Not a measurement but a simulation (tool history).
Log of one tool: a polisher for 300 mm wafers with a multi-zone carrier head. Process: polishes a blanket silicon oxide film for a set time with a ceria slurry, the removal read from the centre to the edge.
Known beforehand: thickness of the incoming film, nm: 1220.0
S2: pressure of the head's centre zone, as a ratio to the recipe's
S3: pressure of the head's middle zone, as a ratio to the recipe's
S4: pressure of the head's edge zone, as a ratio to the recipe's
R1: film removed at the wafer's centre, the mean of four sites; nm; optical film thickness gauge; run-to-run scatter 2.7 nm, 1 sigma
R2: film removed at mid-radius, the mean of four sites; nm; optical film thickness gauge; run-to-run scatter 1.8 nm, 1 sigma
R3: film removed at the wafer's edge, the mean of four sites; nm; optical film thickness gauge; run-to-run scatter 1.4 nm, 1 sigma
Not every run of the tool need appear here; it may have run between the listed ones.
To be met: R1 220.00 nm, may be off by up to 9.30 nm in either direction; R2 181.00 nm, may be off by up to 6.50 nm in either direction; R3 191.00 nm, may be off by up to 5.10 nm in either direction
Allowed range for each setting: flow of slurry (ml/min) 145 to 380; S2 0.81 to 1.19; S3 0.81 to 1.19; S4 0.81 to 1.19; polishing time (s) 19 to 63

{"run": 1, "hour": 0.0, "flow of slurry (ml/min)": 245, "S2": 1.0, "S3": 1.0, "S4": 1.0, "polishing time (s)": 41, "R1": 161.91, "R2": 160.56, "R3": 158.57}
{"run": 2, "hour": 5.0, "flow of slurry (ml/min)": 255, "S2": 1.04, "S3": 1.0, "S4": 1.03, "polishing time (s)": 42, "R1": 170.04, "R2": 165.62, "R3": 163.35}
{"run": 3, "hour": 12.1, "flow of slurry (ml/min)": 255, "S2": 1.08, "S3": 1.0, "S4": 1.03, "polishing time (s)": 42, "R1": 177.19, "R2": 165.55, "R3": 164.69}
{"run": 4, "hour": 17.3, "flow of slurry (ml/min)": 255, "S2": 1.08, "S3": 1.09, "S4": 1.03, "polishing time (s)": 42, "R1": 174.09, "R2": 181.3, "R3": 165.33}
{"run": 5, "hour": 21.6, "flow of slurry (ml/min)": 210, "S2": 1.08, "S3": 1.09, "S4": 1.03, "polishing time (s)": 42, "R1": 171.22, "R2": 172.94, "R3": 161.96}
{"run": 6, "hour": 28.2, "flow of slurry (ml/min)": 220, "S2": 1.1, "S3": 1.06, "S4": 1.04, "polishing time (s)": 43, "R1": 176.86, "R2": 173.19, "R3": 166.03}
{"run": 7, "hour": 30.3, "flow of slurry (ml/min)": 245, "S2": 1.19, "S3": 0.96, "S4": 1.04, "polishing time (s)": 51, "R1": 230.87, "R2": 192.85, "R3": 201.54}
{"run": 8, "hour": 35.3, "flow of slurry (ml/min)": 235, "S2": 1.19, "S3": 0.96, "S4": 1.03, "polishing time (s)": 51, "R1": 223.22, "R2": 193.13, "R3": 198.4}

Below are 4 possible settings for the next run. Only one of them brings all results inside the allowed miss of their targets. Which is it?
{"run": "A", "hour": 40.3, "flow of slurry (ml/min)": 310, "S2": 1.19, "S3": 0.95, "S4": 1.06, "polishing time (s)": 47, "R1": "?", "R2": "?", "R3": "?"}
{"run": "B", "hour": 40.3, "flow of slurry (ml/min)": 205, "S2": 1.11, "S3": 0.99, "S4": 1.05, "polishing time (s)": 53, "R1": "?", "R2": "?", "R3": "?"}
{"run": "C", "hour": 40.3, "flow of slurry (ml/min)": 225, "S2": 1.1, "S3": 0.9, "S4": 1.05, "polishing time (s)": 52, "R1": "?", "R2": "?", "R3": "?"}
{"run": "D", "hour": 40.3, "flow of slurry (ml/min)": 310, "S2": 1.19, "S3": 0.99, "S4": 0.91, "polishing time (s)": 49, "R1": "?", "R2": "?", "R3": "?"}

move=A R1=216.22 R2=179.82 R3=191.82
move=B R1=218.53 R2=199.77 R3=207.24
move=C R1=215.95 R2=183.40 R3=205.59
move=D R1=225.49 R2=194.12 R3=185.79
A: every result lands within tolerance
B: lands further from the targets than the last run did
C: gets the furthest-off result to its target, but another result is out of tolerance
D: lands further from the targets than the last run did
So the answer is move A, the one that meets all the targets.
